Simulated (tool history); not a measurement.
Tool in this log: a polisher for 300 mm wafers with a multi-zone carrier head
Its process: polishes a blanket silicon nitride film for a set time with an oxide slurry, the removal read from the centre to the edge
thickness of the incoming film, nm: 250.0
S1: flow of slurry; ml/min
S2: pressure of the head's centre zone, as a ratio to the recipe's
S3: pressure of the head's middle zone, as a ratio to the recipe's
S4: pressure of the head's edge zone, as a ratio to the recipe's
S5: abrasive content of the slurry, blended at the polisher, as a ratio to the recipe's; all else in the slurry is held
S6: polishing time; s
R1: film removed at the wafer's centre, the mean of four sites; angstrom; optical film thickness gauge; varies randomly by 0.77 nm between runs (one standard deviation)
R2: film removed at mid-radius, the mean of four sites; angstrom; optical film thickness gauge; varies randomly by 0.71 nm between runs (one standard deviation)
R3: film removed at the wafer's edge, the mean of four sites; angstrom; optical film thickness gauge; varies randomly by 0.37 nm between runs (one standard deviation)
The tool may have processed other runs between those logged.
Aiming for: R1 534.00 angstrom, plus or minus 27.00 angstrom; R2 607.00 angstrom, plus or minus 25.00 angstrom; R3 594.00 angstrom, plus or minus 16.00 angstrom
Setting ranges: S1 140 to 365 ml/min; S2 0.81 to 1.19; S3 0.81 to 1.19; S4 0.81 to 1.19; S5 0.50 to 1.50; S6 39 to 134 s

run	hour	S1	S2	S3	S4	S5	S6	R1	R2	R3
1	0.0	235	1.00	1.00	1.00	1.00	86	764.19	775.99	763.51
2	6.2	235	1.00	1.00	1.00	1.00	103	931.67	930.13	924.79
3	9.4	235	1.00	1.00	1.00	1.15	103	967.41	982.26	979.40
4	15.0	235	1.00	0.95	1.00	1.15	103	1000.10	961.65	982.68
5	16.2	225	0.96	0.95	0.98	0.95	98	828.77	819.97	856.73
6	17.5	225	0.94	0.97	0.96	0.85	94	755.30	751.75	751.68
7	19.3	215	0.90	0.99	0.97	0.75	93	661.97	722.15	712.12
# hour 20.7: edge zone pressure recalibrated
8	20.7	210	0.88	0.98	0.95	0.70	93	618.49	692.69	688.86
9	24.4	205	0.87	0.97	0.92	0.65	93	597.55	649.23	651.25
10	29.5	180	0.81	0.99	0.85	0.55	92	485.12	585.91	554.49

Pick the move, out of 4, that brings all results within their allowed miss; only one does.
A	34.6	200	0.81	1.09	0.84	0.50	89	?	?	?
B	34.6	195	0.81	0.94	0.81	0.55	101	?	?	?
C	34.6	200	0.91	0.87	0.87	0.55	100	?	?	?
D	34.6	170	0.81	0.92	0.84	0.60	89	?	?	?

move	R1	R2	R3
A	453.84	578.66	501.39
B	545.45	614.48	596.27
C	594.16	571.85	609.63
D	498.23	552.37	556.24
A: moves away from the targets compared with the last run
B: in spec on every target
C: meets the target for the result that was furthest off, but another lies outside its allowed miss
D: just as far off the targets as the last run
So the answer is move B, the one that meets all the targets.
